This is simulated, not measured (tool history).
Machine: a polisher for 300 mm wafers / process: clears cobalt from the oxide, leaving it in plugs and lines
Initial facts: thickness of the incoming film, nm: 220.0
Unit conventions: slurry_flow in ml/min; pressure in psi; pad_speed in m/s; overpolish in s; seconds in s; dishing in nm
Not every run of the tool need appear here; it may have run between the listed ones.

Run 1, day 0.000: slurry_flow 265 ml/min, pressure 2.1 psi, pad_speed 1.08 m/s, overpolish 20 s. Result: seconds 45.675 s, dishing 38.635 nm.
Run 2, day 0.371: slurry_flow 265 ml/min, pressure 2.1 psi, pad_speed 1.28 m/s, overpolish 20 s. Result: seconds 38.474 s, dishing 40.379 nm.
Run 3, day 0.421: slurry_flow 305 ml/min, pressure 2.1 psi, pad_speed 1.28 m/s, overpolish 20 s. Result: seconds 38.941 s, dishing 40.947 nm.
Run 4, day 0.496: slurry_flow 305 ml/min, pressure 2.1 psi, pad_speed 1.12 m/s, overpolish 20 s. Result: seconds 44.285 s, dishing 37.637 nm.
Run 5, day 0.854: slurry_flow 305 ml/min, pressure 2.2 psi, pad_speed 1.12 m/s, overpolish 20 s. Result: seconds 42.274 s, dishing 39.304 nm.
Run 6, day 1.142: slurry_flow 305 ml/min, pressure 1.8 psi, pad_speed 1.12 m/s, overpolish 20 s. Result: seconds 51.760 s, dishing 38.356 nm.

Predict the results of run 7:
Run 7, day 1.392: slurry_flow 305 ml/min, pressure 1.9 psi, pad_speed 1.12 m/s, overpolish 20 s. Result: seconds ?, dishing ?.

Run 7 yielded seconds 46.642 s, dishing 37.315 nm.

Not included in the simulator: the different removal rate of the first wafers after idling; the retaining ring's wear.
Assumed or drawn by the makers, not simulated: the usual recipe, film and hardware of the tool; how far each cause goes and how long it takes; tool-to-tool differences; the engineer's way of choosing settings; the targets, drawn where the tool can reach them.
